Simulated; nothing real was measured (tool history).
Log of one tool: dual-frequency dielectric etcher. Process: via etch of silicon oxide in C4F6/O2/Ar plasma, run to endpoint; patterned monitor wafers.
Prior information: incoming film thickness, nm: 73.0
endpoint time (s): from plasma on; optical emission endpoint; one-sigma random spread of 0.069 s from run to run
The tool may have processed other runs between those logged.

run  hour  bias power (W)  source power (W)  Ar flow (sccm)  endpoint time (s)
  1   0.0             320               430             222             15.575
  2   1.3             297               410             224             16.378
  3   4.9             297               410             241             16.466
  4   9.3             297               410             226             16.368
  5  13.0             278               400             227             17.039
  6  19.3             262               400             227             17.450
  7  25.3             250               400             227             17.676

The next listed run, before its measurement:
  8  26.3             239               400             227                  ?

endpoint time (s): 18.000

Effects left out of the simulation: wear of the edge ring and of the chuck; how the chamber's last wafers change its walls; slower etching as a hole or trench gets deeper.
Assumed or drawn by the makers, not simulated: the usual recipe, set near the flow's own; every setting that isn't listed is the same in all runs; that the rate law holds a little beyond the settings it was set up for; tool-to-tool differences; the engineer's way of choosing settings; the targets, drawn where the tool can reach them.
